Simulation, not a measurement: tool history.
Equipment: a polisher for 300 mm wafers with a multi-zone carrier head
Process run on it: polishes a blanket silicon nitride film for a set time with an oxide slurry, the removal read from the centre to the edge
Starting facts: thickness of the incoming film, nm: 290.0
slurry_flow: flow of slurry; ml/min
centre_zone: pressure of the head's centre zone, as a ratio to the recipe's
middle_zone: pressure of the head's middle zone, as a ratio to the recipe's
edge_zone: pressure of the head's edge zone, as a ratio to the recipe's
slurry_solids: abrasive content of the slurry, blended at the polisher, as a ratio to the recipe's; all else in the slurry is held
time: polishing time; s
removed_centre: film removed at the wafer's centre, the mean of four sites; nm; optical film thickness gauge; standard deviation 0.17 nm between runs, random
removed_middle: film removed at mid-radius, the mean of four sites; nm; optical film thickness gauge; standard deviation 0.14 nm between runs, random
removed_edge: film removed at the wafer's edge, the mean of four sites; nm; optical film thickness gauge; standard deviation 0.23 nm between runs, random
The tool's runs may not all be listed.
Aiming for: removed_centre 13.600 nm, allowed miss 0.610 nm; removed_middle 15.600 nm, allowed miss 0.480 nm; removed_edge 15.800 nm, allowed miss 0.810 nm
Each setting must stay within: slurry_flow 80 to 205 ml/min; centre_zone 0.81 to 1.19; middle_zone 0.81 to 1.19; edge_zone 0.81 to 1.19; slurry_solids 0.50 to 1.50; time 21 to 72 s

| run | day | slurry_flow | centre_zone | middle_zone | edge_zone | slurry_solids | time | removed_centre | removed_middle | removed_edge |
|---|---|---|---|---|---|---|---|---|---|---|
| 1 | 0.000 | 135 | 1.00 | 1.00 | 1.00 | 1.00 | 46 | 28.394 | 29.274 | 28.834 |
| 2 | 0.183 | 125 | 0.95 | 0.97 | 0.97 | 0.85 | 42 | 22.529 | 23.348 | 24.498 |
| 3 | 0.438 | 95 | 0.95 | 0.97 | 0.97 | 0.85 | 42 | 20.434 | 21.479 | 22.392 |
| 4 | 0.708 | 95 | 0.95 | 0.97 | 0.97 | 0.65 | 42 | 17.433 | 18.360 | 19.431 |
| 5 | 0.779 | 80 | 0.95 | 0.97 | 0.97 | 0.65 | 42 | 16.511 | 17.284 | 18.206 |
| 6 | 0.888 | 80 | 0.95 | 0.94 | 0.97 | 0.65 | 42 | 16.115 | 16.713 | 18.244 |
| 7 | 1.033 | 80 | 0.92 | 0.95 | 0.94 | 0.60 | 42 | 14.765 | 16.054 | 17.341 |
| 8 | 1.079 | 80 | 0.92 | 0.95 | 0.94 | 0.60 | 42 | 14.854 | 15.900 | 17.240 |
| 9 | 1.212 | 80 | 0.91 | 0.97 | 0.90 | 0.60 | 42 | 14.712 | 16.156 | 17.392 |

Which of these 4 next moves meets every target?
| A | 1.346 | 85 | 1.00 | 1.00 | 0.87 | 0.55 | 44 | ? | ? | ? |
| B | 1.346 | 80 | 0.89 | 0.88 | 0.84 | 0.60 | 40 | ? | ? | ? |
| C | 1.346 | 85 | 0.97 | 0.92 | 0.90 | 0.55 | 41 | ? | ? | ? |
| D | 1.346 | 95 | 0.90 | 1.03 | 0.97 | 0.50 | 42 | ? | ? | ? |

| move | removed_centre | removed_middle | removed_edge |
|---|---|---|---|
| A | 16.573 | 16.678 | 16.848 |
| B | 13.939 | 14.260 | 15.904 |
| C | 14.971 | 14.508 | 15.943 |
| D | 13.769 | 15.695 | 16.004 |
A: further off than the last run
B: brings the result that was furthest off to its target, and leaves another outside
C: brings the result that was furthest off to its target, and leaves another outside
D: all results in spec
Go with D: it meets all targets.

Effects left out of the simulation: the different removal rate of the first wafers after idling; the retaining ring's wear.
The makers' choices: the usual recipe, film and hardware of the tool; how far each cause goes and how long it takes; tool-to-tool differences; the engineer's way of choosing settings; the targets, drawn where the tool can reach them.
